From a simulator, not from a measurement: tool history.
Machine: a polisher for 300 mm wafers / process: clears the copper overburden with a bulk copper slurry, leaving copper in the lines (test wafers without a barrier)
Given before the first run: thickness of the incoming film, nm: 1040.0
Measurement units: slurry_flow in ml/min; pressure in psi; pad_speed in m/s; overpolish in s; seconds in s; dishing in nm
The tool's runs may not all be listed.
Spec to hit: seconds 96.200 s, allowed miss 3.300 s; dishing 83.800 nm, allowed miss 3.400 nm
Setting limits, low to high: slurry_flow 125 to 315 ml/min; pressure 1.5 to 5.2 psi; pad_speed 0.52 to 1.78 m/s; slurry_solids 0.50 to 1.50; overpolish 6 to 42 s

{"run": 1, "hour": 0.0, "slurry_flow": 205, "pressure": 3.3, "pad_speed": 1.14, "slurry_solids": 1.0, "overpolish": 21, "seconds": 80.944, "dishing": 99.259}
{"run": 2, "hour": 8.6, "slurry_flow": 205, "pressure": 3.2, "pad_speed": 1.14, "slurry_solids": 1.0, "overpolish": 20, "seconds": 82.177, "dishing": 97.327}
{"run": 3, "hour": 10.3, "slurry_flow": 205, "pressure": 3.2, "pad_speed": 1.14, "slurry_solids": 1.0, "overpolish": 27, "seconds": 82.483, "dishing": 105.53}
{"run": 4, "hour": 15.1, "slurry_flow": 205, "pressure": 3.1, "pad_speed": 1.14, "slurry_solids": 1.0, "overpolish": 25, "seconds": 84.875, "dishing": 100.84}
{"run": 5, "hour": 18.9, "slurry_flow": 205, "pressure": 3.1, "pad_speed": 1.14, "slurry_solids": 1.2, "overpolish": 25, "seconds": 81.745, "dishing": 102.89}
{"run": 6, "hour": 27.6, "slurry_flow": 205, "pressure": 3.0, "pad_speed": 1.14, "slurry_solids": 1.2, "overpolish": 24, "seconds": 84.621, "dishing": 98.947}
{"run": 7, "hour": 30.2, "slurry_flow": 205, "pressure": 2.9, "pad_speed": 1.14, "slurry_solids": 1.2, "overpolish": 23, "seconds": 88.274, "dishing": 98.106}
{"run": 8, "hour": 33.0, "slurry_flow": 200, "pressure": 2.6, "pad_speed": 1.16, "slurry_solids": 1.2, "overpolish": 13, "seconds": 95.334, "dishing": 71.053}
{"run": 9, "hour": 35.5, "slurry_flow": 200, "pressure": 2.6, "pad_speed": 1.16, "slurry_solids": 1.2, "overpolish": 14, "seconds": 95.861, "dishing": 74.184}
{"run": 10, "hour": 38.1, "slurry_flow": 200, "pressure": 2.6, "pad_speed": 1.16, "slurry_solids": 1.2, "overpolish": 15, "seconds": 97.858, "dishing": 77.404}

Which single option among these 4 for the next run brings every result within its allowed miss of target? Just one does.
{"run": "A", "hour": 40.7, "slurry_flow": 220, "pressure": 2.1, "pad_speed": 1.42, "slurry_solids": 1.2, "overpolish": 18, "seconds": "?", "dishing": "?"}
{"run": "B", "hour": 40.7, "slurry_flow": 220, "pressure": 2.7, "pad_speed": 1.12, "slurry_solids": 1.2, "overpolish": 23, "seconds": "?", "dishing": "?"}
{"run": "C", "hour": 40.7, "slurry_flow": 200, "pressure": 2.6, "pad_speed": 1.2, "slurry_solids": 1.05, "overpolish": 19, "seconds": "?", "dishing": "?"}
{"run": "D", "hour": 40.7, "slurry_flow": 150, "pressure": 2.5, "pad_speed": 1.24, "slurry_solids": 1.35, "overpolish": 14, "seconds": "?", "dishing": "?"}

move=A seconds=95.871 dishing=79.333
move=B seconds=93.523 dishing=92.982
move=C seconds=94.144 dishing=86.004
move=D seconds=93.975 dishing=74.563
A: closes in on the targets versus the last run, not all within tolerance yet
B: takes the result that was furthest off past its target
C: each result inside its tolerance
D: the biggest miss grows against the last run
Go with C: it meets all targets.
